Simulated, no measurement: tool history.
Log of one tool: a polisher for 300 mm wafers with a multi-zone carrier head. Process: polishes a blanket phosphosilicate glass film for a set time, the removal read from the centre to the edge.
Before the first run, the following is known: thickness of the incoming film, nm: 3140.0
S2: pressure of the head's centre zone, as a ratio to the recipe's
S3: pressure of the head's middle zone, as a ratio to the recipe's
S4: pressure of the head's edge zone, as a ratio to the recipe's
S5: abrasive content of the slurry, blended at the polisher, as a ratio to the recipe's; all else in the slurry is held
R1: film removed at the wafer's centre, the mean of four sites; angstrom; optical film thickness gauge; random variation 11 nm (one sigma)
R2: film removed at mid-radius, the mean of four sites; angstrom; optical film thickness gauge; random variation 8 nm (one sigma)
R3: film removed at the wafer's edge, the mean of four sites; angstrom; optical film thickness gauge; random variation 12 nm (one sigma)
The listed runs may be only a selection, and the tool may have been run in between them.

{"run": 1, "day": 0.0, "flow of slurry (ml/min)": 260, "S2": 1, "S3": 1, "S4": 1, "S5": 1, "polishing time (s)": 65, "R1": 7290.6, "R2": 6984.6, "R3": 6922.7}
{"run": 2, "day": 0.15, "flow of slurry (ml/min)": 260, "S2": 1, "S3": 1, "S4": 1, "S5": 0.8, "polishing time (s)": 65, "R1": 6206.1, "R2": 6020.6, "R3": 6142.5}
{"run": 3, "day": 0.204, "flow of slurry (ml/min)": 260, "S2": 0.96, "S3": 1, "S4": 1, "S5": 0.8, "polishing time (s)": 65, "R1": 6122.5, "R2": 6075.9, "R3": 6209.7}
{"run": 4, "day": 0.262, "flow of slurry (ml/min)": 265, "S2": 0.98, "S3": 0.99, "S4": 1.03, "S5": 0.95, "polishing time (s)": 65, "R1": 6915.1, "R2": 6755, "R3": 6977.9}
{"day": 0.604, "done": "worn pad replaced by a new one"}
{"run": 5, "day": 0.604, "flow of slurry (ml/min)": 265, "S2": 0.89, "S3": 0.99, "S4": 1.03, "S5": 0.95, "polishing time (s)": 65, "R1": 6884.2, "R2": 7396.8, "R3": 7698.7}
{"run": 6, "day": 0.858, "flow of slurry (ml/min)": 275, "S2": 0.93, "S3": 0.98, "S4": 1.05, "S5": 1.05, "polishing time (s)": 65, "R1": 7691.7, "R2": 7767.5, "R3": 8422.2}
{"run": 7, "day": 1.008, "flow of slurry (ml/min)": 290, "S2": 0.97, "S3": 1, "S4": 1.07, "S5": 1.1, "polishing time (s)": 65, "R1": 8234.3, "R2": 8238.8, "R3": 8558.2}

Run 8, settings as shown, results not yet in. Your forecast:
{"run": 8, "day": 1.129, "flow of slurry (ml/min)": 305, "S2": 1, "S3": 1, "S4": 1.09, "S5": 1.15, "polishing time (s)": 65, "R1": "?", "R2": "?", "R3": "?"}

R1: 8850.7 angstrom
R2: 8314.6 angstrom
R3: 8810.5 angstrom
